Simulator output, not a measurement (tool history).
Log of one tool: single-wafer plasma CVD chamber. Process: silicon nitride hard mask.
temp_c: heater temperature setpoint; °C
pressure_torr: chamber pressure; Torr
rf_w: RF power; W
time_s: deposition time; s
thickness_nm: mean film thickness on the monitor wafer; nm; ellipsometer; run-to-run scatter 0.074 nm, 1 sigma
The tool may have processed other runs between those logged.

run,hour,temp_c,pressure_torr,rf_w,time_s,thickness_nm
1,0.0,385,1.24,300,20.6,22.459
2,3.6,385,1.11,300,20.6,21.355
3,6.2,385,1.11,260,20.6,19.883
4,13.1,385,0.89,260,20.6,17.287
5,17.9,385,0.91,260,20.6,17.537
6,24.0,385,0.93,260,20.6,17.852
7,29.0,385,0.95,260,20.6,18.000
8,30.8,385,0.96,260,20.6,18.208
9,34.3,385,1.10,265,20.6,20.027
10,39.1,385,1.09,265,20.6,19.719
11,46.7,385,0.94,260,20.6,18.117

Expected results for the next run?
12,53.4,385,0.95,260,20.6,?

Run 12 produced thickness_nm 18.064 nm.
